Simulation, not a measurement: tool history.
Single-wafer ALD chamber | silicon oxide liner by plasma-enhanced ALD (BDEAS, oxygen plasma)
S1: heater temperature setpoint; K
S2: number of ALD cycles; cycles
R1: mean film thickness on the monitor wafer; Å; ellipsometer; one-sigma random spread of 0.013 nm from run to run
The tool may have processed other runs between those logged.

run,hour,S1,S2,R1
1,0,583.15,38,35.165
2,4.5,584.15,35,32.311
3,10.9,584.15,38,35.125
4,12.2,584.15,41,37.805
5,18.5,585.15,38,35.054
6,26.5,585.15,35,32.21
7,28.6,585.15,35,32.207

Run 8, settings as shown, results not yet in. Your forecast:
8,34.7,585.15,33,?

R1: 30.691 Å

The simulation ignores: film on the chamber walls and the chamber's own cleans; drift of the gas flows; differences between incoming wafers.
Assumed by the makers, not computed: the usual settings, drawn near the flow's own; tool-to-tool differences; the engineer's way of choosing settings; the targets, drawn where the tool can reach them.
